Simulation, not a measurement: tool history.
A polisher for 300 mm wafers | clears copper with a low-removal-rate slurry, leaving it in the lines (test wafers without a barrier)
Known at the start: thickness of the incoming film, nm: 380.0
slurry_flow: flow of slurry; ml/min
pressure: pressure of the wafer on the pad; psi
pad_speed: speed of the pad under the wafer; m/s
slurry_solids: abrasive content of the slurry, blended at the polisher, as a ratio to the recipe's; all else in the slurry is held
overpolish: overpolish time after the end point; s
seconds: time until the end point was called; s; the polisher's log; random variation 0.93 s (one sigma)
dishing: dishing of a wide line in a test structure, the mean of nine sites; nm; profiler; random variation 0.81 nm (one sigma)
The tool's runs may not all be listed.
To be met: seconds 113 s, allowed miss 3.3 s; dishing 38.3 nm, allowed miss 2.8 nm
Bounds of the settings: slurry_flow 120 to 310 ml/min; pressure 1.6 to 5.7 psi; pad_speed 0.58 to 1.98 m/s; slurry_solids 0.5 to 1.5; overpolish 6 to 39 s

Run 1, hour 0: slurry_flow 200 ml/min, pressure 3.6 psi, pad_speed 1.28 m/s, slurry_solids 1, overpolish 20 s. Result: seconds 91.642 s, dishing 34.879 nm.
Run 2, hour 4.2: slurry_flow 195 ml/min, pressure 3.5 psi, pad_speed 1.28 m/s, slurry_solids 1, overpolish 22 s. Result: seconds 96.001 s, dishing 35.613 nm.
Run 3, hour 13.1: slurry_flow 195 ml/min, pressure 3.5 psi, pad_speed 1.28 m/s, slurry_solids 1, overpolish 30 s. Result: seconds 94.139 s, dishing 39.851 nm.
Run 4, hour 16.8: slurry_flow 190 ml/min, pressure 3.4 psi, pad_speed 1.28 m/s, slurry_solids 1, overpolish 30 s. Result: seconds 98.011 s, dishing 37.545 nm.
Run 5, hour 20.4: slurry_flow 190 ml/min, pressure 3.4 psi, pad_speed 1.54 m/s, slurry_solids 1, overpolish 30 s. Result: seconds 81.244 s, dishing 39.433 nm.
Run 6, hour 24.8: slurry_flow 190 ml/min, pressure 3.4 psi, pad_speed 1.54 m/s, slurry_solids 1, overpolish 27 s. Result: seconds 80.793 s, dishing 39.92 nm.
Run 7, hour 29.2: slurry_flow 185 ml/min, pressure 3.2 psi, pad_speed 1.54 m/s, slurry_solids 1, overpolish 29 s. Result: seconds 85.646 s, dishing 38.697 nm.
Run 8, hour 32.3: slurry_flow 205 ml/min, pressure 2.2 psi, pad_speed 1.5 m/s, slurry_solids 1, overpolish 39 s. Result: seconds 124.65 s, dishing 36.435 nm.
Run 9, hour 38.1: slurry_flow 205 ml/min, pressure 2.3 psi, pad_speed 1.5 m/s, slurry_solids 1, overpolish 39 s. Result: seconds 119.24 s, dishing 38.322 nm.
Run 10, hour 46.3: slurry_flow 205 ml/min, pressure 2.3 psi, pad_speed 1.5 m/s, slurry_solids 1, overpolish 39 s. Result: seconds 119.89 s, dishing 37.569 nm.

4 next moves are on the table. One of them brings every result within its allowed miss. Which?
Run A, hour 54.5: slurry_flow 210 ml/min, pressure 2.8 psi, pad_speed 1.32 m/s, slurry_solids 1.05, overpolish 38 s. Result: seconds ?, dishing ?.
Run B, hour 54.5: slurry_flow 215 ml/min, pressure 2.4 psi, pad_speed 1.5 m/s, slurry_solids 0.8, overpolish 38 s. Result: seconds ?, dishing ?.
Run C, hour 54.5: slurry_flow 225 ml/min, pressure 2.9 psi, pad_speed 1.22 m/s, slurry_solids 0.8, overpolish 39 s. Result: seconds ?, dishing ?.
Run D, hour 54.5: slurry_flow 120 ml/min, pressure 2.4 psi, pad_speed 1.6 m/s, slurry_solids 0.9, overpolish 21 s. Result: seconds ?, dishing ?.

move  seconds  dishing
   A   110.79   38.261
   B   118.24   37.376
   C   119.95   37.951
   D   117.52   30.963
A: meets every target
B: nearer than the last run, and not there yet
C: as far off as the last run
D: further off than the last run
Move A is the one to make.

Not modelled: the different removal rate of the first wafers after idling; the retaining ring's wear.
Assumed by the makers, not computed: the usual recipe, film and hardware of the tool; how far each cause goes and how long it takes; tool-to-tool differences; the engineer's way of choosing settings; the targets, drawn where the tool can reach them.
